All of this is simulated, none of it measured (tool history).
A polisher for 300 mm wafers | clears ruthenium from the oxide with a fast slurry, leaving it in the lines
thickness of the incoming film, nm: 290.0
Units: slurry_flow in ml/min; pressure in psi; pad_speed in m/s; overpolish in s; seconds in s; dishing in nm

run	day	slurry_flow	pressure	pad_speed	slurry_solids	overpolish	seconds	dishing
1	0.000	135	3.2	0.80	1.0	29	86.993	71.667
2	0.271	130	3.0	0.80	1.0	30	90.498	68.498
3	0.517	130	3.0	1.00	1.0	30	75.587	80.130
4	0.800	150	3.0	1.00	1.0	30	71.863	81.792
5	1.075	150	3.8	1.00	1.0	30	56.920	98.574
6	1.188	145	3.3	0.98	1.0	31	67.670	91.912
7	1.250	140	2.9	0.98	1.0	31	76.472	81.823
8	1.567	135	2.6	0.98	1.0	31	86.089	74.073
9	1.675	110	1.7	0.96	1.0	33	138.640	50.950

Run 10 comes next. What will it give?
10	1.808	120	1.7	0.96	1.0	33	?	?

seconds: 134.650 s
dishing: 52.028 nm

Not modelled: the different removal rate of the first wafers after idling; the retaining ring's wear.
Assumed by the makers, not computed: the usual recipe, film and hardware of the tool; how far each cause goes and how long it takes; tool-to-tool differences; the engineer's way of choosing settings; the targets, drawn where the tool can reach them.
